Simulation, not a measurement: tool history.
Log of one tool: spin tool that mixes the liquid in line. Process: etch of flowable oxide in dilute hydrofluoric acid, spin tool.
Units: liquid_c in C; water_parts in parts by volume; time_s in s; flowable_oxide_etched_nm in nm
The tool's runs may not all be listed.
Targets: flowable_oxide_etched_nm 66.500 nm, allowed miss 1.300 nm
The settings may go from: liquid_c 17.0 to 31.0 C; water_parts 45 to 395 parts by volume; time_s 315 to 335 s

run	hour	liquid_c	water_parts	time_s	flowable_oxide_etched_nm
1	0.0	23.0	220	315	32.171
2	6.6	23.0	300	315	21.940
3	9.2	23.0	300	315	21.835
4	11.6	23.0	300	335	23.189
5	17.5	24.0	275	335	27.016
6	23.5	25.0	250	335	31.473
7	27.6	26.0	230	335	36.306
8	33.4	26.5	215	335	40.009
# hour 35.1: hydrofluoric acid flow meter replaced
9	35.1	27.0	205	335	40.321
10	36.4	27.5	190	335	45.105
11	38.8	28.0	180	335	48.779
12	39.6	31.0	140	335	73.790
13	41.7	30.5	140	335	72.270
14	45.9	30.0	140	335	71.340
15	51.7	30.0	140	335	71.147
16	55.1	29.5	140	335	69.954

Which of these 5 next moves meets every target?
A	58.5	26.5	125	335	?
B	58.5	30.0	140	325	?
C	58.5	27.0	125	335	?
D	58.5	29.5	145	335	?
E	58.5	29.5	145	320	?

move	flowable_oxide_etched_nm
A	71.240
B	68.919
C	72.603
D	66.916
E	63.920
A: further off than the last run
B: nearer than the last run, and not there yet
C: further off than the last run
D: meets every target
E: takes the result that was furthest off past its target
Answer: D
